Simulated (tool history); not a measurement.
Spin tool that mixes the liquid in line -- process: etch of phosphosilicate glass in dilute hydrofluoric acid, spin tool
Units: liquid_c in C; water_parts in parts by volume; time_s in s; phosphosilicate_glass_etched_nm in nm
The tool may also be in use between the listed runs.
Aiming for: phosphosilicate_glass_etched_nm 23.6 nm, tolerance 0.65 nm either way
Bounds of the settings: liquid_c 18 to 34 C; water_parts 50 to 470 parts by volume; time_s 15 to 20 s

run,hour,liquid_c,water_parts,time_s,phosphosilicate_glass_etched_nm
1,0,26,260,20,14.093
2,8.1,27.5,250,20,15.466
3,16.1,28.5,240,20,17.085
4,24.3,28.5,240,15,12.951
5,25.9,28.5,205,15,15.603
6,27.3,29.5,190,15,17.707
7,30.8,30,185,15,18.666
8,37.4,30.5,180,15,19.936
9,38.2,31,180,15,20.218
10,45.1,31.5,180,15,20.712

Consider the 4 candidate settings below. Which is the only one whose results all fall within their allowed miss of target?
A,52,32,195,20,?
B,52,31.5,150,15,?
C,52,32.5,165,15,?
D,52,30,190,15,?

move,phosphosilicate_glass_etched_nm
A,25.457
B,25.888
C,23.882
D,18.409
A: moves the result that the last run missed by most past its target, out the other side
B: moves the result that the last run missed by most past its target, out the other side
C: hits every target within its allowed miss
D: its largest miss is bigger than the last run's
Go with C: it meets all targets.
